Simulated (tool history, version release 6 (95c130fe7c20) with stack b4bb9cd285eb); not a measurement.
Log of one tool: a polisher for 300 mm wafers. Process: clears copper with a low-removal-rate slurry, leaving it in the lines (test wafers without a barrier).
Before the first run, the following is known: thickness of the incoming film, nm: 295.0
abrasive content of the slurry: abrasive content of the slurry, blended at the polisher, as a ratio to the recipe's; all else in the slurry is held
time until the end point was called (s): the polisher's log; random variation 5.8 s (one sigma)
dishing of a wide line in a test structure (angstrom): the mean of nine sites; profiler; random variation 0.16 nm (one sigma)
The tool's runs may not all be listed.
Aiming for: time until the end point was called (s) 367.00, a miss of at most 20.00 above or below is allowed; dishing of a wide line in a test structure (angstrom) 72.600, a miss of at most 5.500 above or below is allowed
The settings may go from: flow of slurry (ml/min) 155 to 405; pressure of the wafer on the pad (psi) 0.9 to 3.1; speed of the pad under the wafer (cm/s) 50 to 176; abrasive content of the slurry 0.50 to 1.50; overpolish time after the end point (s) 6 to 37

run	day	flow of slurry (ml/min)	pressure of the wafer on the pad (psi)	speed of the pad under the wafer (cm/s)	abrasive content of the slurry	overpolish time after the end point (s)	time until the end point was called (s)	dishing of a wide line in a test structure (angstrom)
1	0.000	260	2.0	112	1.00	19	124.40	191.600
2	0.279	255	1.7	94	1.00	15	177.12	137.510
3	0.508	255	1.5	84	1.00	13	217.52	103.460
4	0.854	255	1.3	78	1.00	14	263.77	94.418
5	0.967	255	1.3	78	1.00	21	264.67	130.590
6	1.317	255	1.2	74	1.00	18	306.15	108.740
7	1.662	255	1.1	74	1.00	16	326.78	92.179
8	1.917	255	0.9	72	1.00	11	410.10	52.776
9	2.262	255	0.9	72	1.00	11	414.43	54.351
10	2.321	255	1.2	72	1.00	20	312.34	113.260
11	2.550	255	1.1	74	1.00	18	338.14	93.394
12	2.612	255	1.1	76	1.00	17	325.00	97.864
13	2.912	255	1.1	76	1.00	16	319.01	87.279
14	3.267	255	0.9	70	1.00	13	415.54	60.739

Which one of the following 4 next-run settings gets every result inside its allowed miss? There is exactly one.
A	3.621	235	1.0	84	1.05	9	?	?
B	3.621	325	0.9	58	1.15	10	?	?
C	3.621	185	1.6	54	0.85	13	?	?
D	3.621	305	0.9	74	1.15	14	?	?

move	time until the end point was called (s)	dishing of a wide line in a test structure (angstrom)
A	319.92	55.440
B	478.24	42.501
C	338.62	72.995
D	381.02	69.529
A: carries the result that was furthest off beyond its target, to the other side
B: further off than the last run
C: carries the result that was furthest off beyond its target, to the other side
D: all results in spec
Go with D: it meets all targets.
